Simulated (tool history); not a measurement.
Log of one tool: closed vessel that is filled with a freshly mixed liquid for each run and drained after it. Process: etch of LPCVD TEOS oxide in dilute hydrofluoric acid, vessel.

| run | hour | temperature setpoint of the liquid (K) | parts of water to one part of 49 % hydrofluoric acid (parts by volume) | time in the liquid (s) | thickness taken off the LPCVD TEOS oxide on a monitor wafer (angstrom) |
|---|---|---|---|---|---|
| 1 | 0 | 299.15 | 135 | 370 | 723.15 |
| 2 | 7 | 296.15 | 135 | 370 | 646.46 |
| 3 | 9.2 | 296.15 | 110 | 370 | 817.41 |
| 4 | 13.3 | 296.15 | 110 | 395 | 863.96 |
| 5 | 21 | 296.15 | 150 | 395 | 606.83 |
| 6 | 28 | 296.15 | 195 | 395 | 446.13 |
| 7 | 35.4 | 299.65 | 190 | 395 | 520.9 |
| 8 | 37.7 | 302.15 | 185 | 395 | 596.22 |
| 9 | 39.7 | 303.65 | 185 | 395 | 617.16 |

Forecast run 10:
| 10 | 48.1 | 307.15 | 170 | 395 | ? |

thickness taken off the LPCVD TEOS oxide on a monitor wafer (angstrom): 773.54
